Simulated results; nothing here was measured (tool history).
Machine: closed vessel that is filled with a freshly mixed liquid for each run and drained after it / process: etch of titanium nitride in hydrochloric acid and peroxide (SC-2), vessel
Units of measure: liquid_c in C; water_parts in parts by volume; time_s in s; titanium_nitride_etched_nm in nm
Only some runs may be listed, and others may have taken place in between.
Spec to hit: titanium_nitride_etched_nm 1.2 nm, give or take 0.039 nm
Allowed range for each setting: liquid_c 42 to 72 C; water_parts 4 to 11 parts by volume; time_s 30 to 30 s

run,hour,liquid_c,water_parts,time_s,titanium_nitride_etched_nm
1,0,58,6,30,2.072
2,7.6,58,7.5,30,1.7174
3,16,58,9.5,30,1.4046
4,20,58,8.5,30,1.5447
5,25.9,58,8.5,30,1.5502
6,34.6,57.5,8.5,30,1.4943
7,42.8,57,8.5,30,1.4543
8,44.2,56.5,8.5,30,1.398
9,49.8,55,8.5,30,1.2642

5 next moves are on the table. One of them brings every result within its allowed miss. Which?
A,55.4,53.5,8,30,?
B,55.4,54.5,9.5,30,?
C,55.4,59,11,30,?
D,55.4,52,6.5,30,?
E,55.4,52.5,8.5,30,?

move,titanium_nitride_etched_nm
A,1.2191
B,1.1319
C,1.3381
D,1.299
E,1.087
A: in spec on every target
B: the result that was furthest off in the last run now lies on the other side of its target
C: the biggest miss grows against the last run
D: the biggest miss grows against the last run
E: the result that was furthest off in the last run now lies on the other side of its target
The move that meets every target is A.
